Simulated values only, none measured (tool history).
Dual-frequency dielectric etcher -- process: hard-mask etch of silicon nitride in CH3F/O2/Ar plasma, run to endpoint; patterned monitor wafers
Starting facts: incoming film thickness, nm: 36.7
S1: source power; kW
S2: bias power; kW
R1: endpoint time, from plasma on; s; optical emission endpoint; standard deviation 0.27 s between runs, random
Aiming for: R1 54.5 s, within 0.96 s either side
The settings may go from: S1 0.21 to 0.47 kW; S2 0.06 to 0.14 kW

run,hour,S1,S2,R1
1,0,0.34,0.1,50.422
2,6,0.31,0.1,52.832
3,10.9,0.31,0.111,51.345
4,15.1,0.36,0.111,47.122
5,20.9,0.34,0.11,48.872
6,21.9,0.33,0.109,50.087
7,28.6,0.32,0.109,50.607
8,34.8,0.31,0.109,50.975
9,39.8,0.3,0.109,52.751

5 next moves are on the table. One of them brings every result within its allowed miss. Which?
A,44.8,0.28,0.122,?
B,44.8,0.31,0.11,?
C,44.8,0.32,0.105,?
D,44.8,0.33,0.113,?
E,44.8,0.27,0.12,?

move,R1
A,52.612
B,51.334
C,51.193
D,49.141
E,54.082
A: misses by more than the last run did
B: misses by more than the last run did
C: misses by more than the last run did
D: misses by more than the last run did
E: every result lands within tolerance
E is the move that brings every result within its allowed miss.
